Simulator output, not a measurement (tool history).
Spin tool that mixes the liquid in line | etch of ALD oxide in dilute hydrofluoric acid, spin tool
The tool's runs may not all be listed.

| run | hour | temperature setpoint of the liquid (K) | parts of water to one part of 49 % hydrofluoric acid (parts by volume) | time under the liquid (s) | thickness taken off the ALD oxide on a monitor wafer (Å) |
|---|---|---|---|---|---|
| 1 | 0.0 | 294.15 | 60 | 30 | 97.357 |
| 2 | 8.7 | 293.15 | 65 | 30 | 84.135 |
| 3 | 16.6 | 293.15 | 85 | 30 | 63.922 |
| 4 | 25.4 | 293.15 | 65 | 30 | 84.924 |
| 5 | 30.9 | 293.15 | 45 | 30 | 126.990 |
| 6 | 32.3 | 292.65 | 55 | 30 | 98.607 |

The next listed run, before its measurement:
| 7 | 38.4 | 292.15 | 60 | 30 | ? |

thickness taken off the ALD oxide on a monitor wafer (Å): 88.086
